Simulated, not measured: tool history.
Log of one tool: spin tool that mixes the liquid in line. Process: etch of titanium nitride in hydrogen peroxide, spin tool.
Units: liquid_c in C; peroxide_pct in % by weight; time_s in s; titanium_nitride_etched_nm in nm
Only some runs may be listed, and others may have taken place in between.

run  hour  liquid_c  peroxide_pct  time_s  titanium_nitride_etched_nm
  1     0        55            16      70                      7.6905
  2   5.3        55            16      70                      7.7101
  3   8.4        58            16      70                      9.4896
  4  16.8        60            16      70                      10.764
  5  19.1      61.5            16      70                      11.997
  6  24.3      62.5            16      70                      12.951

Forecast run 7:
  7  29.4        63            16      70                           ?

titanium_nitride_etched_nm: 13.295 nm

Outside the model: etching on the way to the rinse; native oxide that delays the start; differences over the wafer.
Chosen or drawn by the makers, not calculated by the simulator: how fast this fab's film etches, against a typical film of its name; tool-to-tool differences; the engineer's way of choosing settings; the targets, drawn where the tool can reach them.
